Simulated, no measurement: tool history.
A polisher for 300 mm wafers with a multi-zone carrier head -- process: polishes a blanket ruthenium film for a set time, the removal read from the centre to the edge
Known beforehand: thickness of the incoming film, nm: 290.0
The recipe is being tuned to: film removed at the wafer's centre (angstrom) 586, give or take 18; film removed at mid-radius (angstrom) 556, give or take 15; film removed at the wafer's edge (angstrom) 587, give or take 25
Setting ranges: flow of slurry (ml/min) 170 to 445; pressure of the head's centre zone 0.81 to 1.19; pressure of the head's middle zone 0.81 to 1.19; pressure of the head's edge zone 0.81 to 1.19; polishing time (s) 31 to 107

| run | hour | flow of slurry (ml/min) | pressure of the head's centre zone | pressure of the head's middle zone | pressure of the head's edge zone | polishing time (s) | film removed at the wafer's centre (angstrom) | film removed at mid-radius (angstrom) | film removed at the wafer's edge (angstrom) |
|---|---|---|---|---|---|---|---|---|---|
| 1 | 0 | 285 | 1 | 1 | 1 | 69 | 835.2 | 861.07 | 856.38 |
| 2 | 7.4 | 280 | 0.99 | 0.97 | 0.97 | 65 | 779.49 | 783.34 | 771.64 |
| 3 | 11.6 | 335 | 0.99 | 0.97 | 0.97 | 65 | 794.57 | 808.52 | 797.03 |
| 4 | 16.2 | 335 | 0.99 | 0.9 | 0.97 | 65 | 804.16 | 748.39 | 813.2 |
| 5 | 17.8 | 275 | 0.99 | 0.9 | 0.97 | 65 | 769.01 | 741.93 | 787.16 |
| 6 | 20.6 | 210 | 0.99 | 0.9 | 0.97 | 65 | 760.82 | 723.74 | 783.79 |
| 7 | 22.8 | 210 | 0.98 | 0.89 | 0.95 | 62 | 713.72 | 670.23 | 734.26 |
|  | 25 | slurry nozzle cleaned |
| 8 | 25 | 230 | 0.93 | 0.89 | 0.85 | 50 | 577.21 | 566.32 | 567.54 |

Below are 5 possible settings for the next run. Only one of them brings all results inside the allowed miss of their targets. Which is it?
| A | 27.2 | 250 | 1 | 0.94 | 0.83 | 46 | ? | ? | ? |
| B | 27.2 | 260 | 0.91 | 0.88 | 0.87 | 51 | ? | ? | ? |
| C | 27.2 | 205 | 0.95 | 0.85 | 0.86 | 51 | ? | ? | ? |
| D | 27.2 | 285 | 1.06 | 0.95 | 0.81 | 46 | ? | ? | ? |
| E | 27.2 | 240 | 0.87 | 0.87 | 0.81 | 53 | ? | ? | ? |

| move | film removed at the wafer's centre (angstrom) | film removed at mid-radius (angstrom) | film removed at the wafer's edge (angstrom) |
|---|---|---|---|
| A | 573.4 | 551.4 | 525.5 |
| B | 581.17 | 580.8 | 596.91 |
| C | 592.8 | 553.08 | 585.1 |
| D | 614.36 | 561.98 | 523.98 |
| E | 573.63 | 594.17 | 598.07 |
A: misses by more than the last run did
B: the worst result of the last run now meets its target, but another is out of spec
C: meets every target
D: misses by more than the last run did
E: the worst result of the last run now meets its target, but another is out of spec
So the answer is move C, the one that meets all the targets.

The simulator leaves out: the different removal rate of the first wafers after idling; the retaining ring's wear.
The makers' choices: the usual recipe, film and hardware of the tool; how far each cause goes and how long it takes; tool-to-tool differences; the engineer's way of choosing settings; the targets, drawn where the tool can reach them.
